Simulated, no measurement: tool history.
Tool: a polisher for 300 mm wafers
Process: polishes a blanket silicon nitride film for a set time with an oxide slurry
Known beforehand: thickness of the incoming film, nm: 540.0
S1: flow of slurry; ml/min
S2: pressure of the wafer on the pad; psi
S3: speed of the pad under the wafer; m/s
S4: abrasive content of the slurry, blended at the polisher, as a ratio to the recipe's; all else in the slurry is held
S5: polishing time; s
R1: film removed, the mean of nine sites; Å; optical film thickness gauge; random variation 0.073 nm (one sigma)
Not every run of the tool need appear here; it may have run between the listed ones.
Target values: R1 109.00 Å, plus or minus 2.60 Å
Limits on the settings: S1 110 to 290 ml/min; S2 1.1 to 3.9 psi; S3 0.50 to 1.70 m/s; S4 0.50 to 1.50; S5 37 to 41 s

Run 1, day 0.000: S1 185 ml/min, S2 2.5 psi, S3 1.10 m/s, S4 1.00, S5 41 s. Result: R1 193.18 Å.
Run 2, day 0.075: S1 185 ml/min, S2 1.9 psi, S3 1.10 m/s, S4 1.00, S5 41 s. Result: R1 148.85 Å.
Run 3, day 0.167: S1 180 ml/min, S2 1.7 psi, S3 1.10 m/s, S4 1.00, S5 41 s. Result: R1 133.70 Å.
Run 4, day 0.196: S1 170 ml/min, S2 1.6 psi, S3 1.10 m/s, S4 1.00, S5 41 s. Result: R1 126.84 Å.
Run 5, day 0.508: S1 160 ml/min, S2 1.5 psi, S3 1.10 m/s, S4 1.00, S5 41 s. Result: R1 116.58 Å.
Run 6, day 0.725: S1 160 ml/min, S2 1.9 psi, S3 1.10 m/s, S4 1.00, S5 41 s. Result: R1 145.90 Å.
Run 7, day 1.083: S1 160 ml/min, S2 1.8 psi, S3 1.10 m/s, S4 1.00, S5 41 s. Result: R1 140.22 Å.
Run 8, day 1.333: S1 160 ml/min, S2 1.7 psi, S3 1.10 m/s, S4 1.00, S5 41 s. Result: R1 130.52 Å.
Run 9, day 1.512: S1 140 ml/min, S2 1.3 psi, S3 1.10 m/s, S4 1.00, S5 41 s. Result: R1 100.82 Å.
Run 10, day 1.650: S1 150 ml/min, S2 1.3 psi, S3 1.10 m/s, S4 1.00, S5 41 s. Result: R1 100.58 Å.
Run 11, day 1.842: S1 160 ml/min, S2 1.3 psi, S3 1.10 m/s, S4 1.00, S5 41 s. Result: R1 102.96 Å.
Run 12, day 2.008: S1 160 ml/min, S2 1.3 psi, S3 1.10 m/s, S4 1.00, S5 41 s. Result: R1 102.79 Å.
Run 13, day 2.362: S1 170 ml/min, S2 1.3 psi, S3 1.10 m/s, S4 1.00, S5 41 s. Result: R1 102.61 Å.
Run 14, day 2.675: S1 180 ml/min, S2 1.5 psi, S3 1.10 m/s, S4 1.00, S5 41 s. Result: R1 118.45 Å.
Run 15, day 2.771: S1 170 ml/min, S2 1.5 psi, S3 1.10 m/s, S4 1.00, S5 41 s. Result: R1 118.42 Å.
Run 16, day 2.942: S1 160 ml/min, S2 1.5 psi, S3 1.10 m/s, S4 1.00, S5 41 s. Result: R1 118.02 Å.
Run 17, day 3.171: S1 155 ml/min, S2 1.5 psi, S3 1.10 m/s, S4 1.00, S5 41 s. Result: R1 117.29 Å.

Which single option among these 4 for the next run brings every result within its allowed miss of target? Just one does.
Run A, day 3.400: S1 185 ml/min, S2 1.7 psi, S3 1.06 m/s, S4 1.10, S5 40 s. Result: R1 ?.
Run B, day 3.400: S1 135 ml/min, S2 2.0 psi, S3 0.82 m/s, S4 0.90, S5 37 s. Result: R1 ?.
Run C, day 3.400: S1 110 ml/min, S2 1.6 psi, S3 1.28 m/s, S4 0.75, S5 37 s. Result: R1 ?.
Run D, day 3.400: S1 115 ml/min, S2 1.5 psi, S3 1.14 m/s, S4 1.20, S5 41 s. Result: R1 ?.

move      R1
   A  129.85
   B  102.55
   C  107.57
   D  122.62
A: the biggest miss grows against the last run
B: pushes the last run's worst result past its target
C: every result lands within tolerance
D: the biggest miss grows against the last run
C meets every target.

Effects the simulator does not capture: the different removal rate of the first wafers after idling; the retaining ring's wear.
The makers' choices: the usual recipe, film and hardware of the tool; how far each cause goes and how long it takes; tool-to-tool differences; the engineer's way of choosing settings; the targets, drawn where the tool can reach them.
